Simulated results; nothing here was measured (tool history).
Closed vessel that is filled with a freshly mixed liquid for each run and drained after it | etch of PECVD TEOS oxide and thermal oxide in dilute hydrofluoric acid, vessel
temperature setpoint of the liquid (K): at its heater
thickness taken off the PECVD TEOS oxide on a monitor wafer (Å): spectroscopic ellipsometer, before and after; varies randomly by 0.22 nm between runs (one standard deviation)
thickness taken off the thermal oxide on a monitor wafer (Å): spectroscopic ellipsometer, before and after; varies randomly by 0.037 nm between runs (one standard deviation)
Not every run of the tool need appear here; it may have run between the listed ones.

run    day  temperature setpoint of the liquid (K)  parts of water to one part of 49 % hydrofluoric acid (parts by volume)  time in the liquid (s)  thickness taken off the PECVD TEOS oxide on a monitor wafer (Å)  thickness taken off the thermal oxide on a monitor wafer (Å)
  1      0                                  294.15                                                                     160                     450                                                           397.57                                                        89.343
  2  0.338                                  295.65                                                                     160                     450                                                           420.49                                                        94.514
  3  0.675                                  298.15                                                                     160                     450                                                            451.8                                                        102.41
  4  0.896                                  298.15                                                                     105                     450                                                           741.45                                                        167.91
  5  0.979                                  298.15                                                                      70                     450                                                             1190                                                        265.63
  6  1.283                                  296.65                                                                      95                     450                                                            798.8                                                        177.31
  7  1.375                                  295.65                                                                     115                     450                                                           616.06                                                        138.95
  8  1.488                                  294.65                                                                     130                     450                                                           512.38                                                        116.59
  9  1.762                                  293.65                                                                     145                     450                                                           443.04                                                        97.501
 10  1.971                                  293.15                                                                     155                     450                                                           395.36                                                        89.658

Run 11, settings as shown, results not yet in. Your forecast:
 11  2.129                                  292.65                                                                     165                     450                                                                ?                                                             ?

{"run 11": {"thickness taken off the PECVD TEOS oxide on a monitor wafer (Å)": 359.16, "thickness taken off the thermal oxide on a monitor wafer (Å)": 80.679}}
